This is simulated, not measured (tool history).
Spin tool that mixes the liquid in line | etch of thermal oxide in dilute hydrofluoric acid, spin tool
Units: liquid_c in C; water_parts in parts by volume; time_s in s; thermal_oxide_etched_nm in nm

| run | hour | liquid_c | water_parts | time_s | thermal_oxide_etched_nm |
|---|---|---|---|---|---|
| 1 | 0.0 | 24.0 | 225 | 265 | 4.8345 |
| 2 | 1.8 | 26.5 | 225 | 265 | 5.2202 |
| 3 | 8.3 | 24.0 | 225 | 265 | 4.8819 |
| 4 | 12.3 | 24.0 | 255 | 265 | 4.0949 |
| 5 | 16.0 | 25.5 | 230 | 265 | 4.9115 |
| 6 | 18.9 | 25.5 | 230 | 285 | 5.3213 |
| 7 | 25.1 | 26.5 | 210 | 285 | 6.1704 |
| 8 | 28.8 | 27.5 | 195 | 285 | 7.0883 |
| 9 | 35.3 | 28.5 | 185 | 285 | 7.7037 |
| 10 | 43.1 | 29.0 | 180 | 285 | 8.1448 |

The next listed run, before its measurement:
| 11 | 45.3 | 32.0 | 165 | 285 | ? |

Run 11 gave thermal_oxide_etched_nm 10.0490 nm.
